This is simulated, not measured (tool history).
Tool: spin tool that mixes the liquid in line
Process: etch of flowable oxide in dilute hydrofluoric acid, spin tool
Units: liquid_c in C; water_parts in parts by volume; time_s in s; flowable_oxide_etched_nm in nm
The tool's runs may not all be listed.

| run | hour | liquid_c | water_parts | time_s | flowable_oxide_etched_nm |
|---|---|---|---|---|---|
| 1 | 0 | 23 | 135 | 20 | 4.8628 |
| 2 | 4.7 | 23 | 135 | 15 | 3.6965 |
| 3 | 6.2 | 21.5 | 135 | 15 | 3.4794 |
| 4 | 12 | 24.5 | 110 | 15 | 4.9394 |
| 5 | 16.9 | 26.5 | 80 | 15 | 7.4558 |
| 6 | 25.4 | 26.5 | 80 | 15 | 7.7072 |
| 7 | 34.2 | 28 | 70 | 15 | 9.3533 |
| 8 | 39 | 29 | 65 | 15 | 10.498 |

Run 9 comes next. What will it give?
| 9 | 46.9 | 29.5 | 65 | 15 | ? |

flowable_oxide_etched_nm: 10.733 nm

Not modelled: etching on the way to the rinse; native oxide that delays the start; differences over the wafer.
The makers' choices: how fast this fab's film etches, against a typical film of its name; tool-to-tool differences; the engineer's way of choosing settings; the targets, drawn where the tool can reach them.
